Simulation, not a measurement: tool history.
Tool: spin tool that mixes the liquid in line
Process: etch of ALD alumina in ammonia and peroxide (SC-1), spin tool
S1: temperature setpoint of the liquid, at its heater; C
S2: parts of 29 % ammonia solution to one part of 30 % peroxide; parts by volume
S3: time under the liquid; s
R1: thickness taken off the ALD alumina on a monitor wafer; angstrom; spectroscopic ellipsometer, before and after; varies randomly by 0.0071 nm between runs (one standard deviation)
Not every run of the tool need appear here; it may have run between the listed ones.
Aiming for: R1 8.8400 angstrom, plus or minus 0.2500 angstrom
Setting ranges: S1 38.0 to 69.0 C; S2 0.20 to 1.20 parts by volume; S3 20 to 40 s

run	hour	S1	S2	S3	R1
1	0.0	53.0	1.00	40	16.1280
2	3.9	49.5	1.00	40	13.1150
3	7.6	47.5	1.00	40	11.5430
4	16.1	46.0	1.00	40	10.6700
5	20.2	46.0	1.20	40	10.9170
6	23.0	51.5	1.20	40	14.7300
7	27.2	48.5	1.20	40	12.5170
8	34.0	41.0	1.15	40	8.0795

Next run, 5 choices. One meets every target within its allowed miss, the rest don't. Which?
A	40.8	39.0	1.00	40	?
B	40.8	43.5	1.20	40	?
C	40.8	44.0	0.25	40	?
D	40.8	41.0	1.20	40	?
E	40.8	42.5	1.20	40	?

move	R1
A	7.0606
B	9.4130
C	8.3444
D	8.1104
E	8.8714
A: lands further from the targets than the last run did
B: takes the result that was furthest off past its target
C: closes in on the targets versus the last run, not all within tolerance yet
D: about the same distance from the targets as the last run
E: all results in spec
So the answer is move E, the one that meets all the targets.

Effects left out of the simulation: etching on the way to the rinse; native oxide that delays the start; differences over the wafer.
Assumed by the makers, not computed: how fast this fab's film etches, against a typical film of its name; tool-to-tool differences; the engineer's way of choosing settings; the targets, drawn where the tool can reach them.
